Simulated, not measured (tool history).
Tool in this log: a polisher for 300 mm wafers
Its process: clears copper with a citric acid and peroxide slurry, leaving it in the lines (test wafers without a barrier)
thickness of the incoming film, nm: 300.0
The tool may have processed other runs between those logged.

| run | hour | flow of slurry (ml/min) | pressure of the wafer on the pad (psi) | speed of the pad under the wafer (cm/s) | abrasive content of the slurry | overpolish time after the end point (s) | time until the end point was called (s) | dishing of a wide line in a test structure (nm) |
|---|---|---|---|---|---|---|---|---|
| 1 | 0 | 210 | 3.5 | 116 | 1 | 13 | 102.54 | 22.484 |
| 2 | 1.6 | 210 | 3.6 | 116 | 1 | 14 | 102.87 | 23.382 |
| 3 | 2.8 | 210 | 3.6 | 116 | 1.15 | 14 | 97.682 | 24.378 |
| 4 | 8.7 | 210 | 3.6 | 136 | 1.15 | 14 | 82.175 | 27.22 |
| 5 | 11.7 | 210 | 3.6 | 136 | 1.15 | 15 | 84.988 | 28.016 |
| 6 | 12.9 | 210 | 3.6 | 136 | 1.15 | 12 | 84.254 | 24.614 |
| 7 | 18.1 | 210 | 3.6 | 136 | 1.15 | 14 | 81.207 | 27.526 |
| 8 | 23.1 | 210 | 3.6 | 136 | 1.15 | 15 | 84.598 | 28.266 |
| 9 | 28.3 | 210 | 3.6 | 136 | 1.15 | 16 | 83.046 | 29.523 |

What does the tool deliver on the next run?
| 10 | 31.3 | 210 | 3.6 | 136 | 1.15 | 17 | ? | ? |

time until the end point was called (s): 82.467
dishing of a wide line in a test structure (nm): 30.417

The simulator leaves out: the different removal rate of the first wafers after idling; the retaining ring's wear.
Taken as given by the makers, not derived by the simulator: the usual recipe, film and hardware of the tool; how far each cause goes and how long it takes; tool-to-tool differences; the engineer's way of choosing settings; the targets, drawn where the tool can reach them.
